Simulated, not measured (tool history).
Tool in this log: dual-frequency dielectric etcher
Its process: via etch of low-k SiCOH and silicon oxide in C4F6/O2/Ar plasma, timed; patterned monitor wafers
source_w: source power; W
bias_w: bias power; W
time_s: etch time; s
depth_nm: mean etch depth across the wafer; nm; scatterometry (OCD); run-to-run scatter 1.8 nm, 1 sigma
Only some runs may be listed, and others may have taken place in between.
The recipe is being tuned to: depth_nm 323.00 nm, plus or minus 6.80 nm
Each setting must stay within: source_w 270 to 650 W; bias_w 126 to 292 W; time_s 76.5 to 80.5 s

{"run": 1, "hour": 0.0, "source_w": 460, "bias_w": 209, "time_s": 76.5, "depth_nm": 272.1}
{"run": 2, "hour": 5.7, "source_w": 460, "bias_w": 209, "time_s": 76.5, "depth_nm": 270.7}
{"run": 3, "hour": 11.1, "source_w": 460, "bias_w": 209, "time_s": 80.5, "depth_nm": 286.66}
{"run": 4, "hour": 13.4, "source_w": 460, "bias_w": 209, "time_s": 80.5, "depth_nm": 283.77}
{"run": 5, "hour": 18.6, "source_w": 460, "bias_w": 238, "time_s": 80.5, "depth_nm": 296.42}
{"run": 6, "hour": 24.4, "source_w": 460, "bias_w": 210, "time_s": 80.5, "depth_nm": 286.3}
{"hour": 28.9, "done": "bias power generator calibrated"}
{"run": 7, "hour": 28.9, "source_w": 480, "bias_w": 212, "time_s": 80.5, "depth_nm": 292.57}
{"run": 8, "hour": 34.9, "source_w": 490, "bias_w": 213, "time_s": 80.5, "depth_nm": 299.02}
{"run": 9, "hour": 42.8, "source_w": 500, "bias_w": 214, "time_s": 80.5, "depth_nm": 301.24}
{"run": 10, "hour": 45.6, "source_w": 590, "bias_w": 223, "time_s": 80.5, "depth_nm": 333.81}

Below are 5 possible settings for the next run. Only one of them brings all results inside the allowed miss of their targets. Which is it?
{"run": "A", "hour": 48.4, "source_w": 550, "bias_w": 286, "time_s": 80.5, "depth_nm": "?"}
{"run": "B", "hour": 48.4, "source_w": 580, "bias_w": 222, "time_s": 79.0, "depth_nm": "?"}
{"run": "C", "hour": 48.4, "source_w": 590, "bias_w": 234, "time_s": 80.0, "depth_nm": "?"}
{"run": "D", "hour": 48.4, "source_w": 610, "bias_w": 227, "time_s": 80.0, "depth_nm": "?"}
{"run": "E", "hour": 48.4, "source_w": 610, "bias_w": 253, "time_s": 78.5, "depth_nm": "?"}

move=A depth_nm=340.94
move=B depth_nm=323.47
move=C depth_nm=334.86
move=D depth_nm=338.52
move=E depth_nm=341.06
A: its largest miss is bigger than the last run's
B: meets every target
C: its largest miss is bigger than the last run's
D: its largest miss is bigger than the last run's
E: its largest miss is bigger than the last run's
Go with B: it meets all targets.
